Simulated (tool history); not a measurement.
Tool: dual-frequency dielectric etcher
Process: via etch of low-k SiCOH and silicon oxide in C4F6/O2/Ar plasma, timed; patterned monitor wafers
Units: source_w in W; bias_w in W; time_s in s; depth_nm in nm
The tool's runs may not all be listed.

run	day	source_w	bias_w	time_s	depth_nm
1	0	420	166	54	130.04
2	0.046	380	161	54	124.07
3	0.2	360	158	54	121.47
4	0.458	340	158	54	121.05
5	0.758	400	158	54	125.59
6	0.892	370	158	54	122.49

The next listed run, before its measurement:
7	1.008	350	155	54	?

{"run 7": {"depth_nm": 120.34}}
